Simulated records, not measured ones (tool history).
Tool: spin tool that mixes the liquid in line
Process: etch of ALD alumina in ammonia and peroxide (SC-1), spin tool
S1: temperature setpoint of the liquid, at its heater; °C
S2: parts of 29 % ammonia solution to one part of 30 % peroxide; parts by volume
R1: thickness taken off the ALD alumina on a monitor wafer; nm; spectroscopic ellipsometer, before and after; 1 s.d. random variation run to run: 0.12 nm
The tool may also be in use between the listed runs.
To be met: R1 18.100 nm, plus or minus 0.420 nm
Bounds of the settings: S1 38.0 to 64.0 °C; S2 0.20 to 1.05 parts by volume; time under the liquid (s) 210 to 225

Run 1, day 0.000: S1 48.0 °C, S2 0.55 parts by volume, time under the liquid (s) 210. Result: R1 11.344 nm.
Run 2, day 0.158: S1 51.5 °C, S2 0.55 parts by volume, time under the liquid (s) 210. Result: R1 13.528 nm.
Run 3, day 0.208: S1 52.5 °C, S2 0.55 parts by volume, time under the liquid (s) 210. Result: R1 14.232 nm.
Run 4, day 0.492: S1 53.0 °C, S2 0.55 parts by volume, time under the liquid (s) 210. Result: R1 14.854 nm.
Run 5, day 0.825: S1 53.0 °C, S2 0.55 parts by volume, time under the liquid (s) 210. Result: R1 14.884 nm.
Run 6, day 0.854: S1 53.0 °C, S2 0.75 parts by volume, time under the liquid (s) 210. Result: R1 15.330 nm.
Run 7, day 1.171: S1 53.5 °C, S2 0.75 parts by volume, time under the liquid (s) 210. Result: R1 15.704 nm.
Run 8, day 1.504: S1 54.0 °C, S2 0.75 parts by volume, time under the liquid (s) 210. Result: R1 16.053 nm.
Run 9, day 1.654: S1 54.5 °C, S2 0.75 parts by volume, time under the liquid (s) 210. Result: R1 16.456 nm.
Run 10, day 1.708: S1 55.0 °C, S2 0.75 parts by volume, time under the liquid (s) 210. Result: R1 17.108 nm.
Run 11, day 1.825: S1 55.5 °C, S2 0.75 parts by volume, time under the liquid (s) 210. Result: R1 17.436 nm.

Which single option among these 5 for the next run brings every result within its allowed miss of target? Just one does.
Run A, day 1.942: S1 54.5 °C, S2 0.85 parts by volume, time under the liquid (s) 225. Result: R1 ?.
Run B, day 1.942: S1 57.0 °C, S2 0.65 parts by volume, time under the liquid (s) 210. Result: R1 ?.
Run C, day 1.942: S1 54.5 °C, S2 0.80 parts by volume, time under the liquid (s) 210. Result: R1 ?.
Run D, day 1.942: S1 53.5 °C, S2 0.55 parts by volume, time under the liquid (s) 225. Result: R1 ?.
Run E, day 1.942: S1 56.0 °C, S2 0.65 parts by volume, time under the liquid (s) 225. Result: R1 ?.

move      R1
   A  18.020
   B  18.712
   C  16.722
   D  16.392
   E  19.022
A: each result inside its tolerance
B: takes the result that was furthest off past its target
C: the biggest miss grows against the last run
D: the biggest miss grows against the last run
E: takes the result that was furthest off past its target
Answer: A
